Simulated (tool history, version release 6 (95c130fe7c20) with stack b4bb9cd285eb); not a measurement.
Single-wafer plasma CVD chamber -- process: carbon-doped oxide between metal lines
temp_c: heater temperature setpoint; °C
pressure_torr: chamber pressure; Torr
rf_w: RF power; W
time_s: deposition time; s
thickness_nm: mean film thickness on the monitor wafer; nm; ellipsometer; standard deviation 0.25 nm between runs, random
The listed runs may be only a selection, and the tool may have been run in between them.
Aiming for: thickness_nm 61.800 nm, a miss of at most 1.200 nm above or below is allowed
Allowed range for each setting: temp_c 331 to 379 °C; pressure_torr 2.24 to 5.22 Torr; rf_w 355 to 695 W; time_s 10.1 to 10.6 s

Run 1, hour 0.0: temp_c 355 °C, pressure_torr 3.73 Torr, rf_w 525 W, time_s 10.6 s. Result: thickness_nm 52.358 nm.
Run 2, hour 6.8: temp_c 353 °C, pressure_torr 3.87 Torr, rf_w 545 W, time_s 10.6 s. Result: thickness_nm 54.612 nm.
Run 3, hour 14.0: temp_c 351 °C, pressure_torr 4.03 Torr, rf_w 550 W, time_s 10.6 s. Result: thickness_nm 55.766 nm.
Run 4, hour 19.8: temp_c 351 °C, pressure_torr 4.03 Torr, rf_w 550 W, time_s 10.6 s. Result: thickness_nm 55.301 nm.
Run 5, hour 20.9: temp_c 351 °C, pressure_torr 4.53 Torr, rf_w 550 W, time_s 10.6 s. Result: thickness_nm 56.546 nm.
Run 6, hour 27.0: temp_c 349 °C, pressure_torr 4.64 Torr, rf_w 555 W, time_s 10.6 s. Result: thickness_nm 57.023 nm.
Run 7, hour 31.4: temp_c 348 °C, pressure_torr 4.71 Torr, rf_w 565 W, time_s 10.6 s. Result: thickness_nm 58.453 nm.
Run 8, hour 32.5: temp_c 348 °C, pressure_torr 4.71 Torr, rf_w 565 W, time_s 10.6 s. Result: thickness_nm 58.302 nm.

Which one of the following 5 next-run settings gets every result inside its allowed miss? There is exactly one.
Run A, hour 33.6: temp_c 343 °C, pressure_torr 5.03 Torr, rf_w 560 W, time_s 10.6 s. Result: thickness_nm ?.
Run B, hour 33.6: temp_c 355 °C, pressure_torr 4.79 Torr, rf_w 570 W, time_s 10.6 s. Result: thickness_nm ?.
Run C, hour 33.6: temp_c 352 °C, pressure_torr 4.53 Torr, rf_w 625 W, time_s 10.1 s. Result: thickness_nm ?.
Run D, hour 33.6: temp_c 365 °C, pressure_torr 4.14 Torr, rf_w 695 W, time_s 10.3 s. Result: thickness_nm ?.
Run E, hour 33.6: temp_c 364 °C, pressure_torr 5.15 Torr, rf_w 590 W, time_s 10.6 s. Result: thickness_nm ?.

move  thickness_nm
   A        58.844
   B        57.415
   C        58.284
   D        61.178
   E        58.168
A: gains on the last run, yet a result remains outside its allowed miss
B: moves away from the targets compared with the last run
C: no better and no worse than the last run
D: every result within its allowed miss
E: no better and no worse than the last run
D meets every target.

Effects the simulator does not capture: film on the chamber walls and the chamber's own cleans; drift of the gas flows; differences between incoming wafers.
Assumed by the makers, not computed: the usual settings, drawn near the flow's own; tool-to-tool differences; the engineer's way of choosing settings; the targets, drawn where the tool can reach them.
